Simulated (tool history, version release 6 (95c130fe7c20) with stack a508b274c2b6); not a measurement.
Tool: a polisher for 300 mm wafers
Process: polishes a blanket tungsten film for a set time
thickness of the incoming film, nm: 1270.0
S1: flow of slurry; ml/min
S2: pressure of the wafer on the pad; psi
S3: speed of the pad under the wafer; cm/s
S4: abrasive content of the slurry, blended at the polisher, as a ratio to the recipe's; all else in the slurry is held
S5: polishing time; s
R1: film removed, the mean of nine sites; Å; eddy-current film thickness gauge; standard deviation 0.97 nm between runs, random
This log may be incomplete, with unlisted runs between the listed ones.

run,hour,S1,S2,S3,S4,S5,R1
1,0.0,315,2.5,118,1.0,49,1910.9
2,8.0,315,2.4,118,1.0,49,1844.9
3,16.1,360,2.4,118,1.0,49,1853.0
4,23.6,315,2.4,118,1.0,49,1840.9
5,25.2,315,2.3,118,1.0,49,1746.9
6,30.9,315,2.3,118,1.1,49,1794.4
7,35.4,315,2.2,118,1.1,49,1737.1

Estimate the outcome of run 8 from the log above:
8,37.1,315,2.1,118,1.1,49,?

Run 8 gave R1 1647.6 Å.
